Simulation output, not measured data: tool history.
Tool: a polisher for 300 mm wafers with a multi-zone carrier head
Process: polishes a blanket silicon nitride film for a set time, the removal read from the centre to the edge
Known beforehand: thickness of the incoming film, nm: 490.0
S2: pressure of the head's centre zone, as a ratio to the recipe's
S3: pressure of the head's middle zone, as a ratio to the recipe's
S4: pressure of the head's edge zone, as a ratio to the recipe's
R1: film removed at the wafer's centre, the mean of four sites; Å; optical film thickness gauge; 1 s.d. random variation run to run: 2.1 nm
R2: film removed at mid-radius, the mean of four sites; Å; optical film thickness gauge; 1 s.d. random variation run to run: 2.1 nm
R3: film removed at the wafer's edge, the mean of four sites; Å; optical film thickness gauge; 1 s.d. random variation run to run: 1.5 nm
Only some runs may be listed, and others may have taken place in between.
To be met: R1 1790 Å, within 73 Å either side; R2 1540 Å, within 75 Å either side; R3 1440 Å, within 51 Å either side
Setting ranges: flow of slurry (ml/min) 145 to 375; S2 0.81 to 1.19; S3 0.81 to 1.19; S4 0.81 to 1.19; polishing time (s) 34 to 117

{"run": 1, "hour": 0.0, "flow of slurry (ml/min)": 240, "S2": 1, "S3": 1, "S4": 1, "polishing time (s)": 75, "R1": 1324.7, "R2": 1304.3, "R3": 1266.9}
{"run": 2, "hour": 4.4, "flow of slurry (ml/min)": 240, "S2": 1.05, "S3": 1, "S4": 1, "polishing time (s)": 75, "R1": 1383.2, "R2": 1317, "R3": 1268.7}
{"run": 3, "hour": 9.3, "flow of slurry (ml/min)": 245, "S2": 1.07, "S3": 1, "S4": 1, "polishing time (s)": 76, "R1": 1438.4, "R2": 1343.8, "R3": 1297.1}
{"run": 4, "hour": 14.0, "flow of slurry (ml/min)": 245, "S2": 1.07, "S3": 1, "S4": 0.94, "polishing time (s)": 76, "R1": 1426.2, "R2": 1287.8, "R3": 1242.4}
{"run": 5, "hour": 21.2, "flow of slurry (ml/min)": 245, "S2": 1.07, "S3": 1.04, "S4": 0.94, "polishing time (s)": 76, "R1": 1443.2, "R2": 1371.2, "R3": 1257.2}
{"run": 6, "hour": 26.7, "flow of slurry (ml/min)": 250, "S2": 1.09, "S3": 1.04, "S4": 0.95, "polishing time (s)": 77, "R1": 1482.5, "R2": 1399.2, "R3": 1280}
{"run": 7, "hour": 32.2, "flow of slurry (ml/min)": 255, "S2": 1.1, "S3": 1.04, "S4": 0.95, "polishing time (s)": 78, "R1": 1509.9, "R2": 1437.9, "R3": 1328.1}
{"run": 8, "hour": 36.2, "flow of slurry (ml/min)": 255, "S2": 1.11, "S3": 1.04, "S4": 0.94, "polishing time (s)": 79, "R1": 1556.9, "R2": 1430.7, "R3": 1326.8}
{"run": 9, "hour": 43.9, "flow of slurry (ml/min)": 260, "S2": 1.12, "S3": 1.04, "S4": 0.94, "polishing time (s)": 79, "R1": 1546, "R2": 1442.8, "R3": 1307.1}
{"run": 10, "hour": 47.2, "flow of slurry (ml/min)": 260, "S2": 1.13, "S3": 1.04, "S4": 0.94, "polishing time (s)": 80, "R1": 1615, "R2": 1419.7, "R3": 1314.5}
{"run": 11, "hour": 54.4, "flow of slurry (ml/min)": 260, "S2": 1.14, "S3": 1.04, "S4": 0.95, "polishing time (s)": 80, "R1": 1593.2, "R2": 1436.9, "R3": 1313.4}
{"run": 12, "hour": 60.2, "flow of slurry (ml/min)": 260, "S2": 1.14, "S3": 1.04, "S4": 0.95, "polishing time (s)": 81, "R1": 1635.2, "R2": 1436.1, "R3": 1319.7}
{"run": 13, "hour": 66.1, "flow of slurry (ml/min)": 260, "S2": 1.14, "S3": 1.04, "S4": 0.96, "polishing time (s)": 82, "R1": 1677, "R2": 1463.3, "R3": 1386}

Which one of the following 5 next-run settings gets every result inside its allowed miss? There is exactly one.
{"run": "A", "hour": 72.0, "flow of slurry (ml/min)": 290, "S2": 1.07, "S3": 0.9, "S4": 0.91, "polishing time (s)": 88, "R1": "?", "R2": "?", "R3": "?"}
{"run": "B", "hour": 72.0, "flow of slurry (ml/min)": 265, "S2": 1.16, "S3": 1.02, "S4": 0.95, "polishing time (s)": 86, "R1": "?", "R2": "?", "R3": "?"}
{"run": "C", "hour": 72.0, "flow of slurry (ml/min)": 375, "S2": 1.01, "S3": 1.12, "S4": 1.06, "polishing time (s)": 81, "R1": "?", "R2": "?", "R3": "?"}
{"run": "D", "hour": 72.0, "flow of slurry (ml/min)": 245, "S2": 1.13, "S3": 0.99, "S4": 1.03, "polishing time (s)": 80, "R1": "?", "R2": "?", "R3": "?"}
{"run": "E", "hour": 72.0, "flow of slurry (ml/min)": 230, "S2": 1.09, "S3": 1.09, "S4": 1.02, "polishing time (s)": 82, "R1": "?", "R2": "?", "R3": "?"}

move=A R1=1708 R2=1404.2 R3=1454.5
move=B R1=1791.9 R2=1508.1 R3=1436.9
move=C R1=1525 R2=1592.1 R3=1462.2
move=D R1=1605.8 R2=1354.8 R3=1380.1
move=E R1=1573.6 R2=1494.6 R3=1397.1
A: lands further from the targets than the last run did
B: in spec on every target
C: lands further from the targets than the last run did
D: lands further from the targets than the last run did
E: lands further from the targets than the last run did
B meets every target.
